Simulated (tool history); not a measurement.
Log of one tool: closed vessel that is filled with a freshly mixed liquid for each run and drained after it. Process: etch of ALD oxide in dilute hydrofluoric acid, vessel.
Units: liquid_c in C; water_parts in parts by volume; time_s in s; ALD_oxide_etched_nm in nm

run	hour	liquid_c	water_parts	time_s	ALD_oxide_etched_nm
1	0.0	21.0	165	150	10.485
2	7.3	23.0	130	150	14.841
3	14.4	24.5	110	150	19.052
4	19.7	24.5	90	150	23.874
5	26.9	25.5	85	150	26.598
6	29.0	25.5	125	150	17.181
7	36.9	26.5	110	150	20.704
8	41.4	27.0	100	150	23.472

Forecast run 9:
9	49.7	27.5	90	150	?

{"run 9": {"ALD_oxide_etched_nm": 26.871}}

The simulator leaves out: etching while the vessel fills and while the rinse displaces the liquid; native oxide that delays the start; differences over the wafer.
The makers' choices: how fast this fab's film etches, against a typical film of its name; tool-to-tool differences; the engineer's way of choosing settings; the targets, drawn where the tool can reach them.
